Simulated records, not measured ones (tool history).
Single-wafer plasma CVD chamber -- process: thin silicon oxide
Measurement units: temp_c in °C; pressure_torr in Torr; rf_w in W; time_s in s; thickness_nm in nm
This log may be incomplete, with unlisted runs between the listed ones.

run	hour	temp_c	pressure_torr	rf_w	time_s	thickness_nm
1	0.0	420	0.975	230	8.9	17.829
2	2.5	426	0.975	230	8.9	17.722
3	5.7	426	0.902	230	8.9	16.316
4	11.0	426	0.815	230	8.9	14.546
5	18.9	427	0.795	230	8.9	14.098
6	27.8	437	0.795	230	8.9	14.046
7	29.2	437	0.779	230	8.9	13.614
8	37.5	438	0.770	230	8.9	13.355

Run 9, settings as shown, results not yet in. Your forecast:
9	38.9	439	0.764	230	8.9	?

Run 9 produced thickness_nm 13.306 nm.

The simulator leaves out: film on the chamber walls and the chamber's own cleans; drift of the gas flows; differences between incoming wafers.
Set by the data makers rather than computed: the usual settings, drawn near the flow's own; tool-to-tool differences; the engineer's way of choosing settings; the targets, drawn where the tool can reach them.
